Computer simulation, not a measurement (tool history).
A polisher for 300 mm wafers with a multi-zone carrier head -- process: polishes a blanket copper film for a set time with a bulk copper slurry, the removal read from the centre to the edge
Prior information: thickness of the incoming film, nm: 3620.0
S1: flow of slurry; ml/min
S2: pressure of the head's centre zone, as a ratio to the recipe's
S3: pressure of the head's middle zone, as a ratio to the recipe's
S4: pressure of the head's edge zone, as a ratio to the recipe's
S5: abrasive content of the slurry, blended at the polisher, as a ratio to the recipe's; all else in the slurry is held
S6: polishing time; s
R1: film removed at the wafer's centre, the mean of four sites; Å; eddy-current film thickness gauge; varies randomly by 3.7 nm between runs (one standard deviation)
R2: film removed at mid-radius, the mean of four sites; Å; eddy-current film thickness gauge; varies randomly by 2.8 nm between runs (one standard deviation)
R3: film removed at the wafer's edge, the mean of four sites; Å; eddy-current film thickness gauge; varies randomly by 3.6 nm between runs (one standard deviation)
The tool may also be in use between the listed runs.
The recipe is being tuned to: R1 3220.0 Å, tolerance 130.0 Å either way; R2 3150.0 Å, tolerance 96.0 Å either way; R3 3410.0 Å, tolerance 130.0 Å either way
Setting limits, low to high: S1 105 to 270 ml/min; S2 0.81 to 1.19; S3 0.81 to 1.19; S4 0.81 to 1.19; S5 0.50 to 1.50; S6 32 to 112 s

run	hour	S1	S2	S3	S4	S5	S6	R1	R2	R3
1	0.0	175	1.00	1.00	1.00	1.00	72	6611.2	6048.4	5998.4
2	7.9	175	1.00	1.00	0.93	1.00	72	6624.0	6018.1	5745.9
3	16.6	165	0.96	0.97	0.92	0.90	65	5587.8	5077.1	5129.7
4	19.1	165	0.96	1.02	0.92	0.90	65	5644.3	5307.3	5069.0
5	25.9	160	0.93	1.01	0.91	0.80	59	4741.0	4689.6	4471.9
6	26.5	160	0.93	1.01	0.91	0.60	59	4555.4	4461.3	4218.2
7	28.8	155	0.91	0.98	0.90	0.60	56	4197.6	4101.7	3991.9
8	34.4	150	0.89	0.95	0.89	0.60	55	4066.2	3919.3	3948.1
9	43.3	120	0.81	0.88	0.88	0.50	44	2837.7	2787.8	2980.9
10	46.6	135	0.81	0.88	0.90	0.50	44	2901.5	2758.6	3010.9
11	53.1	140	0.81	0.90	0.93	0.55	44	2950.3	2948.2	3165.1
12	54.5	140	0.81	0.90	0.93	0.55	44	2920.1	2902.1	3100.2
13	60.5	150	0.82	0.90	0.95	0.60	44	3027.8	2969.2	3192.6
14	68.4	155	0.82	0.90	0.96	0.60	44	3052.8	3007.5	3278.1
# hour 74.7: centre zone pressure recalibrated
15	74.7	160	0.82	0.90	0.96	0.60	44	2936.3	3007.1	3224.4
16	83.5	160	0.83	0.90	0.97	0.60	44	2955.5	2987.1	3299.3

5 next moves are on the table. One of them brings every result within its allowed miss. Which?
A	92.3	150	0.92	0.91	0.98	0.65	45	?	?	?
B	92.3	105	0.99	0.84	0.81	0.65	44	?	?	?
C	92.3	145	0.89	0.95	0.86	0.85	42	?	?	?
D	92.3	125	0.86	0.88	0.98	0.60	46	?	?	?
E	92.3	180	0.81	0.99	1.03	0.60	43	?	?	?

move	R1	R2	R3
A	3173.6	3113.8	3459.8
B	3138.9	2737.1	3010.1
C	3020.9	3153.9	3187.5
D	2952.8	2989.5	3432.8
E	2760.5	3204.9	3384.5
A: every result within its allowed miss
B: puts the biggest miss on target and leaves a different result outside tolerance
C: gains on the last run, yet a result remains outside its allowed miss
D: neither nearer nor further off than the last run
E: its largest miss is bigger than the last run's
The move that meets every target is A.
